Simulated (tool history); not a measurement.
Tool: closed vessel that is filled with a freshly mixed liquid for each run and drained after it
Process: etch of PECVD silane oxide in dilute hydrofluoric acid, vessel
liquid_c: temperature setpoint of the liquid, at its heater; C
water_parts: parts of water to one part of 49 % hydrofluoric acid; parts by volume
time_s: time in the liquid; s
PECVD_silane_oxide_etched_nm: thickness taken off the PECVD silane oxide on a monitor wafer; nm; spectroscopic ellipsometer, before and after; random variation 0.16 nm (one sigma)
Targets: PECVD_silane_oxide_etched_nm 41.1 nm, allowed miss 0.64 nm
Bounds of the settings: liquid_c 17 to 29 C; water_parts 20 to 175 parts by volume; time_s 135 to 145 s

run 1 day=0 | liquid_c=21 water_parts=95 time_s=135 | PECVD_silane_oxide_etched_nm=65.244
run 2 day=0.175 | liquid_c=21 water_parts=95 time_s=135 | PECVD_silane_oxide_etched_nm=64.537
run 3 day=0.425 | liquid_c=23 water_parts=95 time_s=135 | PECVD_silane_oxide_etched_nm=70.235
run 4 day=0.571 | liquid_c=23 water_parts=95 time_s=135 | PECVD_silane_oxide_etched_nm=69.866
run 5 day=0.738 | liquid_c=23 water_parts=95 time_s=145 | PECVD_silane_oxide_etched_nm=75.25
run 6 day=0.988 | liquid_c=25.5 water_parts=95 time_s=145 | PECVD_silane_oxide_etched_nm=82.706
run 7 day=1.067 | liquid_c=24 water_parts=100 time_s=145 | PECVD_silane_oxide_etched_nm=73.876
run 8 day=1.096 | liquid_c=23 water_parts=105 time_s=145 | PECVD_silane_oxide_etched_nm=67.457
run 9 day=1.142 | liquid_c=19 water_parts=135 time_s=145 | PECVD_silane_oxide_etched_nm=43.155
run 10 day=1.425 | liquid_c=18.5 water_parts=135 time_s=145 | PECVD_silane_oxide_etched_nm=42.265

4 next moves are on the table. One of them brings every result within its allowed miss. Which?
run A day=1.708 | liquid_c=22 water_parts=145 time_s=140 | PECVD_silane_oxide_etched_nm=?
run B day=1.708 | liquid_c=17.5 water_parts=130 time_s=140 | PECVD_silane_oxide_etched_nm=?
run C day=1.708 | liquid_c=20.5 water_parts=130 time_s=135 | PECVD_silane_oxide_etched_nm=?
run D day=1.708 | liquid_c=17.5 water_parts=140 time_s=145 | PECVD_silane_oxide_etched_nm=?

move=A PECVD_silane_oxide_etched_nm=43.357
move=B PECVD_silane_oxide_etched_nm=40.999
move=C PECVD_silane_oxide_etched_nm=44.667
move=D PECVD_silane_oxide_etched_nm=39.038
A: further off than the last run
B: meets every target
C: further off than the last run
D: takes the result that was furthest off past its target
Answer: B

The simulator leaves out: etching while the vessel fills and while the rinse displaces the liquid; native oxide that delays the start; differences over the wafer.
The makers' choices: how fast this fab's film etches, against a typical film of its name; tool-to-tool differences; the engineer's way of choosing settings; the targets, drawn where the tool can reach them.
